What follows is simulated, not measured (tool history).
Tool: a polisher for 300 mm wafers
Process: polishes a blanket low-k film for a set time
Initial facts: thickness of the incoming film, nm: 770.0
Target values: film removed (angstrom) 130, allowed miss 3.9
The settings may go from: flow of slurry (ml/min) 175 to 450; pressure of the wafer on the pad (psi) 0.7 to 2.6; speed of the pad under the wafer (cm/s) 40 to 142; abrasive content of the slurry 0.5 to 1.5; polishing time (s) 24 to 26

run	hour	flow of slurry (ml/min)	pressure of the wafer on the pad (psi)	speed of the pad under the wafer (cm/s)	abrasive content of the slurry	polishing time (s)	film removed (angstrom)
1	0	290	1.6	90	1	26	85.032
2	7	290	1.6	90	1	24	77.357
3	13.1	290	1.6	90	1.2	24	84.228
4	16.5	290	1.3	90	1.2	24	69.209
5	21.5	290	1.5	90	1.2	24	79.471
6	24.3	290	1.6	90	1.2	24	83.471
7	32.6	290	1.7	90	1.2	24	90.132
8	37.6	295	2.2	92	1.2	24	117.61
9	44.8	295	2.3	92	1.2	24	121.04

Next run, 5 choices. One meets every target within its allowed miss, the rest don't. Which?
A	52	230	2	106	1.05	25	?
B	52	315	2.5	98	1.05	26	?
C	52	290	2.1	90	1.25	24	?
D	52	305	2.1	100	1.1	25	?
E	52	285	2.3	94	1.1	26	?

move	film removed (angstrom)
A	112.85
B	142.03
C	110.61
D	119.18
E	128.07
A: its largest miss is bigger than the last run's
B: moves the result that the last run missed by most past its target, out the other side
C: its largest miss is bigger than the last run's
D: its largest miss is bigger than the last run's
E: every result lands within tolerance
Go with E: it meets all targets.
